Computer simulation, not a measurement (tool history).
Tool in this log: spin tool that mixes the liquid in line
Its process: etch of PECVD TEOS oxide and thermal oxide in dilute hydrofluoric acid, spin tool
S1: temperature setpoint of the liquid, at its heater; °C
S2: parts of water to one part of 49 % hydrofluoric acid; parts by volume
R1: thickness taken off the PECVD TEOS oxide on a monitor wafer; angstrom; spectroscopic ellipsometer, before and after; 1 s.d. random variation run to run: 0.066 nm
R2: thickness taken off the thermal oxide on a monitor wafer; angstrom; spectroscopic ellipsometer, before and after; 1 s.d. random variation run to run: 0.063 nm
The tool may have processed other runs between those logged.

Run 1, hour 0.0: S1 25.0 °C, S2 125 parts by volume, time under the liquid (s) 105. Result: R1 79.764 angstrom, R2 35.786 angstrom.
Run 2, hour 1.1: S1 27.5 °C, S2 105 parts by volume, time under the liquid (s) 105. Result: R1 107.530 angstrom, R2 48.368 angstrom.
Run 3, hour 1.6: S1 29.0 °C, S2 95 parts by volume, time under the liquid (s) 105. Result: R1 127.200 angstrom, R2 57.542 angstrom.
Run 4, hour 4.5: S1 31.5 °C, S2 95 parts by volume, time under the liquid (s) 105. Result: R1 139.930 angstrom, R2 62.180 angstrom.
Run 5, hour 5.3: S1 31.5 °C, S2 95 parts by volume, time under the liquid (s) 150. Result: R1 199.110 angstrom, R2 89.222 angstrom.
Run 6, hour 13.5: S1 31.5 °C, S2 95 parts by volume, time under the liquid (s) 170. Result: R1 226.700 angstrom, R2 100.900 angstrom.
Run 7, hour 21.1: S1 30.5 °C, S2 95 parts by volume, time under the liquid (s) 170. Result: R1 218.720 angstrom, R2 96.762 angstrom.
Run 8, hour 25.1: S1 29.5 °C, S2 95 parts by volume, time under the liquid (s) 170. Result: R1 211.790 angstrom, R2 93.463 angstrom.
Run 9, hour 28.9: S1 29.0 °C, S2 95 parts by volume, time under the liquid (s) 170. Result: R1 205.820 angstrom, R2 93.049 angstrom.
Run 10, hour 35.7: S1 28.5 °C, S2 95 parts by volume, time under the liquid (s) 170. Result: R1 203.460 angstrom, R2 90.307 angstrom.

What will run 11 give?
Run 11, hour 40.6: S1 28.0 °C, S2 95 parts by volume, time under the liquid (s) 170. Result: R1 ?, R2 ?.

{"run 11": {"R1": 198.17, "R2": 89.244}}
